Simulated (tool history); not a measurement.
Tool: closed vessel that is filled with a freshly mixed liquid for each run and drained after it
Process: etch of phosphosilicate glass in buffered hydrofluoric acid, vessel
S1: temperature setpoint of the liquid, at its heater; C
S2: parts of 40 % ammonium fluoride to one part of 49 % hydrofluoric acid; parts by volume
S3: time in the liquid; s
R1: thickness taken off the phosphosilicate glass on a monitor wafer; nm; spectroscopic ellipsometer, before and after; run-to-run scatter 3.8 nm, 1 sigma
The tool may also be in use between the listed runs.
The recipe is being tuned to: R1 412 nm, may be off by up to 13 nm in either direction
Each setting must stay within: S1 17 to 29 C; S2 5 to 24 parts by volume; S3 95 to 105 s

| run | day | S1 | S2 | S3 | R1 |
|---|---|---|---|---|---|
| 1 | 0 | 21 | 14.5 | 95 | 235.1 |
| 2 | 0.321 | 23 | 14 | 95 | 271.96 |
| 3 | 0.358 | 26.5 | 14 | 95 | 331.29 |
| 4 | 0.529 | 28.5 | 14 | 95 | 361.05 |
| 5 | 0.912 | 28.5 | 10 | 95 | 514.58 |
| 6 | 1.133 | 29 | 10 | 95 | 519.3 |
| 7 | 1.388 | 28 | 10 | 95 | 485.78 |
| 8 | 1.475 | 27 | 10 | 95 | 467.87 |
| 9 | 1.546 | 26.5 | 10 | 95 | 455.31 |
| 10 | 1.788 | 26 | 10 | 95 | 443.65 |

Exactly one of the 4 candidate moves below puts every result within its allowed miss. Which one?
| A | 2.029 | 24 | 11.5 | 105 | ? |
| B | 2.029 | 26.5 | 11 | 95 | ? |
| C | 2.029 | 25.5 | 11.5 | 95 | ? |
| D | 2.029 | 28.5 | 14.5 | 105 | ? |

| move | R1 |
|---|---|
| A | 381.87 |
| B | 413.06 |
| C | 374.81 |
| D | 387.74 |
A: takes the result that was furthest off past its target
B: meets every target
C: takes the result that was furthest off past its target
D: takes the result that was furthest off past its target
Go with B: it meets all targets.

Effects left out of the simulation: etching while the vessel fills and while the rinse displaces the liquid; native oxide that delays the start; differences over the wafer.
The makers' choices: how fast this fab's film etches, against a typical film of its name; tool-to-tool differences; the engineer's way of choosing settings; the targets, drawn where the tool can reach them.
